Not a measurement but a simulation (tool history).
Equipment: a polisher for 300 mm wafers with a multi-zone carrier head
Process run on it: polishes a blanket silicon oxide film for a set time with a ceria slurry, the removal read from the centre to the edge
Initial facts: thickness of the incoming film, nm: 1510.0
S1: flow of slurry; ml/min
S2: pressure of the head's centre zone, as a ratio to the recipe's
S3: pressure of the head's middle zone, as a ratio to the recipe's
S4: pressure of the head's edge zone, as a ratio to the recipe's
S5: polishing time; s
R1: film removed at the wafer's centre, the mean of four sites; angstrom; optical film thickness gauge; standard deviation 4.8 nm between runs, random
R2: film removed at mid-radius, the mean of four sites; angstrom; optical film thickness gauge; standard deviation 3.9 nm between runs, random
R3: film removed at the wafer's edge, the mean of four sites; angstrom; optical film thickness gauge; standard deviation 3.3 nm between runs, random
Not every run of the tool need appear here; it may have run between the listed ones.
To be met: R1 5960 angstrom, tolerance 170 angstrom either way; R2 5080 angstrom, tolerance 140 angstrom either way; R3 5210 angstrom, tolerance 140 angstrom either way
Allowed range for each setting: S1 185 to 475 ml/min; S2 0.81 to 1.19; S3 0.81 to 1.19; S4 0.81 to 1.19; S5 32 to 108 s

Run 1, hour 0: S1 305 ml/min, S2 1, S3 1, S4 1, S5 70 s. Result: R1 3931.1 angstrom, R2 3888 angstrom, R3 3922.5 angstrom.
Run 2, hour 1.8: S1 270 ml/min, S2 1, S3 1, S4 1, S5 70 s. Result: R1 3813 angstrom, R2 3808.4 angstrom, R3 3877.6 angstrom.
Run 3, hour 5: S1 270 ml/min, S2 1, S3 1.03, S4 1, S5 70 s. Result: R1 3921 angstrom, R2 3934.5 angstrom, R3 3881.7 angstrom.
Run 4, hour 13.8: S1 290 ml/min, S2 1.05, S3 1.04, S4 1.05, S5 74 s. Result: R1 4333.5 angstrom, R2 4158.4 angstrom, R3 4209.2 angstrom.
Run 5, hour 14.5: S1 290 ml/min, S2 1.05, S3 1.04, S4 0.99, S5 74 s. Result: R1 4298.8 angstrom, R2 4178.4 angstrom, R3 4109 angstrom.
Run 6, hour 19.2: S1 290 ml/min, S2 1.05, S3 1.11, S4 0.99, S5 74 s. Result: R1 4273 angstrom, R2 4427.9 angstrom, R3 4078.9 angstrom.
Run 7, hour 21.9: S1 310 ml/min, S2 1.1, S3 1.1, S4 1.03, S5 78 s. Result: R1 4878.1 angstrom, R2 4630.8 angstrom, R3 4384.8 angstrom.
Run 8, hour 28.2: S1 320 ml/min, S2 1.12, S3 1.09, S4 1.07, S5 81 s. Result: R1 5152.5 angstrom, R2 4802 angstrom, R3 4630.3 angstrom.
Run 9, hour 33.4: S1 325 ml/min, S2 1.14, S3 1.08, S4 1.1, S5 83 s. Result: R1 5355.3 angstrom, R2 4863 angstrom, R3 4812.3 angstrom.
Run 10, hour 39.1: S1 335 ml/min, S2 1.16, S3 1.08, S4 1.12, S5 84 s. Result: R1 5553 angstrom, R2 4965.9 angstrom, R3 4945 angstrom.

Pick the move, out of 4, that brings all results within their allowed miss; only one does.
Run A, hour 44.8: S1 365 ml/min, S2 1.11, S3 1.09, S4 1.16, S5 84 s. Result: R1 ?, R2 ?, R3 ?.
Run B, hour 44.8: S1 335 ml/min, S2 1.19, S3 1.04, S4 1.11, S5 88 s. Result: R1 ?, R2 ?, R3 ?.
Run C, hour 44.8: S1 355 ml/min, S2 1.09, S3 1.06, S4 1.18, S5 82 s. Result: R1 ?, R2 ?, R3 ?.
Run D, hour 44.8: S1 270 ml/min, S2 1.05, S3 1.04, S4 1.19, S5 88 s. Result: R1 ?, R2 ?, R3 ?.

move      R1      R2      R3
   A  5296.7  5024.1  5051.7
   B  5909.9  5040.2  5161.8
   C    5065    4789  4966.6
   D  5114.2  4959.5    5268
A: further off than the last run
B: meets every target
C: further off than the last run
D: further off than the last run
Answer: B

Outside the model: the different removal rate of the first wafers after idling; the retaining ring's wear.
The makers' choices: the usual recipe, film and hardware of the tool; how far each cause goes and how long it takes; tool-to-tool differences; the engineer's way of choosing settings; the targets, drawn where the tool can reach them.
